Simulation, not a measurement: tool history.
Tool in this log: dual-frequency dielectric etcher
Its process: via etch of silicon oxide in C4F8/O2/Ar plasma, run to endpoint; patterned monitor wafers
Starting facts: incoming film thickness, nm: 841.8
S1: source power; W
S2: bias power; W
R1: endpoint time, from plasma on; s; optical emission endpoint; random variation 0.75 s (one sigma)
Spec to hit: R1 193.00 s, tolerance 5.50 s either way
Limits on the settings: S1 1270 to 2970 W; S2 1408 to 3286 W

Run 1, day 0.000: S1 2120 W, S2 2347 W. Result: R1 171.99 s.
Run 2, day 0.167: S1 1880 W, S2 2347 W. Result: R1 180.13 s.
Run 3, day 0.196: S1 1840 W, S2 2327 W. Result: R1 181.24 s.
Run 4, day 0.375: S1 1800 W, S2 2306 W. Result: R1 183.02 s.
Run 5, day 0.558: S1 1760 W, S2 2288 W. Result: R1 187.14 s.
Run 6, day 0.646: S1 2080 W, S2 2288 W. Result: R1 174.18 s.
Run 7, day 0.988: S1 2010 W, S2 2260 W. Result: R1 176.87 s.
Run 8, day 1.250: S1 1950 W, S2 2236 W. Result: R1 180.21 s.

Consider the 5 candidate settings below. Which is the only one whose results all fall within their allowed miss of target?
Run A, day 1.512: S1 2010 W, S2 2034 W. Result: R1 ?.
Run B, day 1.512: S1 1960 W, S2 2544 W. Result: R1 ?.
Run C, day 1.512: S1 2060 W, S2 2273 W. Result: R1 ?.
Run D, day 1.512: S1 1620 W, S2 2208 W. Result: R1 ?.
Run E, day 1.512: S1 2180 W, S2 2521 W. Result: R1 ?.

move      R1
   A  183.09
   B  173.01
   C  175.39
   D  195.42
   E  166.09
A: better than the last run, though not everything is in spec
B: misses by more than the last run did
C: misses by more than the last run did
D: every result lands within tolerance
E: misses by more than the last run did
Correct choice: D, which meets every target
